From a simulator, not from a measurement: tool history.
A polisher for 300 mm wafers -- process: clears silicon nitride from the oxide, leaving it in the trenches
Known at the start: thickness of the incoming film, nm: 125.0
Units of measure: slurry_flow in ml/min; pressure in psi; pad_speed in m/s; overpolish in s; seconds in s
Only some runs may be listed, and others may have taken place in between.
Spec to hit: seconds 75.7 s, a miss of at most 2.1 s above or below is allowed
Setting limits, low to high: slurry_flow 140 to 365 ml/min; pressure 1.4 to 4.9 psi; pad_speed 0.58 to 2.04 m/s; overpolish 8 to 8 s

| run | hour | slurry_flow | pressure | pad_speed | overpolish | seconds |
|---|---|---|---|---|---|---|
| 1 | 0 | 235 | 3.1 | 1.3 | 8 | 103.96 |
| 2 | 3 | 235 | 3.1 | 1.52 | 8 | 89.204 |
| 3 | 3.9 | 235 | 3.1 | 1.52 | 8 | 89.714 |
| 4 | 11.2 | 235 | 3.1 | 1.4 | 8 | 97.11 |
| 5 | 14.1 | 240 | 3.3 | 1.4 | 8 | 90.629 |
| 6 | 22.4 | 245 | 3.4 | 1.4 | 8 | 87.393 |
| 7 | 28 | 250 | 3.5 | 1.4 | 8 | 85.064 |
| 8 | 30.3 | 250 | 3.6 | 1.4 | 8 | 82.251 |
| 9 | 33.9 | 250 | 3.7 | 1.4 | 8 | 81.942 |
| 10 | 37.3 | 260 | 3.8 | 1.4 | 8 | 78.08 |

Which of these 4 next moves meets every target?
| A | 40.7 | 180 | 3.1 | 1.88 | 8 | ? |
| B | 40.7 | 265 | 3.5 | 1.48 | 8 | ? |
| C | 40.7 | 355 | 4 | 1.24 | 8 | ? |
| D | 40.7 | 305 | 3.9 | 1.3 | 8 | ? |

| move | seconds |
|---|---|
| A | 74.526 |
| B | 80.237 |
| C | 81.639 |
| D | 80.893 |
A: every result lands within tolerance
B: moves away from the targets compared with the last run
C: moves away from the targets compared with the last run
D: moves away from the targets compared with the last run
A is the move that brings every result within its allowed miss.
